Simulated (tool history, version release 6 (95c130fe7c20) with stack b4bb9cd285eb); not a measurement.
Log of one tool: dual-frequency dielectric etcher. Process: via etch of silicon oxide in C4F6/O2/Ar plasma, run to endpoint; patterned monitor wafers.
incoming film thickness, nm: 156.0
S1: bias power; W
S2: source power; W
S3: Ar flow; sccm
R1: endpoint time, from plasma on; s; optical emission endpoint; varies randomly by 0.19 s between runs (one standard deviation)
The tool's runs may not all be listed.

run 1 hour=0.0 | S1=376 S2=440 S3=293 | R1=36.678
run 2 hour=8.0 | S1=403 S2=440 S3=293 | R1=35.751
run 3 hour=13.1 | S1=430 S2=460 S3=289 | R1=34.582
run 4 hour=17.3 | S1=452 S2=490 S3=284 | R1=32.864
run 5 hour=23.8 | S1=452 S2=490 S3=326 | R1=33.516
run 6 hour=29.5 | S1=452 S2=550 S3=326 | R1=32.324
run 7 hour=31.9 | S1=467 S2=560 S3=324 | R1=31.727

What will run 8 give?
run 8 hour=35.2 | S1=479 S2=570 S3=323 | R1=?

R1: 31.121 s
